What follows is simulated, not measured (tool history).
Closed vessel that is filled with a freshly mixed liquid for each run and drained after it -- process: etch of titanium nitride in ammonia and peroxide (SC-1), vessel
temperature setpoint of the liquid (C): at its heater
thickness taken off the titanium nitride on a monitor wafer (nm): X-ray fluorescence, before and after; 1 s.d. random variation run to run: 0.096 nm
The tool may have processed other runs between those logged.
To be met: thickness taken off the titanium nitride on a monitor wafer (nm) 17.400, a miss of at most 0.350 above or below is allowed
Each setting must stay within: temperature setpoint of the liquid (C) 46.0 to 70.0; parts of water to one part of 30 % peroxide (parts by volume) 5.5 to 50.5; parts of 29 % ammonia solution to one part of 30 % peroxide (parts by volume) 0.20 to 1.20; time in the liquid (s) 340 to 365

run  hour  temperature setpoint of the liquid (C)  parts of water to one part of 30 % peroxide (parts by volume)  parts of 29 % ammonia solution to one part of 30 % peroxide (parts by volume)  time in the liquid (s)  thickness taken off the titanium nitride on a monitor wafer (nm)
  1   0.0                                    62.0                                                           28.0                                                                           0.70                     340                                                            34.031
  2   4.6                                    59.5                                                           28.0                                                                           0.70                     340                                                            29.041
  3  10.4                                    59.5                                                           28.0                                                                           0.80                     340                                                            29.637
  4  12.2                                    57.5                                                           28.0                                                                           0.80                     340                                                            26.097
  5  18.9                                    56.0                                                           28.0                                                                           0.80                     340                                                            23.454
  6  23.5                                    61.0                                                           28.0                                                                           0.80                     340                                                            33.101
  7  32.8                                    53.0                                                           28.0                                                                           0.80                     340                                                            19.425
  8  41.4                                    52.5                                                           28.0                                                                           0.80                     340                                                            18.521
  9  46.6                                    52.0                                                           28.0                                                                           0.80                     340                                                            17.871

Which one of the following 4 next-run settings gets every result inside its allowed miss? There is exactly one.
  A  51.8                                    51.0                                                           33.5                                                                           0.85                     365                                                                 ?
  B  51.8                                    51.0                                                           32.5                                                                           0.80                     365                                                                 ?
  C  51.8                                    50.5                                                           28.5                                                                           0.85                     365                                                                 ?
  D  51.8                                    53.5                                                           38.0                                                                           0.75                     340                                                                 ?

move  thickness taken off the titanium nitride on a monitor wafer (nm)
   A                                                            16.639
   B                                                            16.739
   C                                                            17.615
   D                                                            16.726
A: takes the biggest miss from the last run beyond its target
B: takes the biggest miss from the last run beyond its target
C: all results in spec
D: takes the biggest miss from the last run beyond its target
So the answer is move C, the one that meets all the targets.
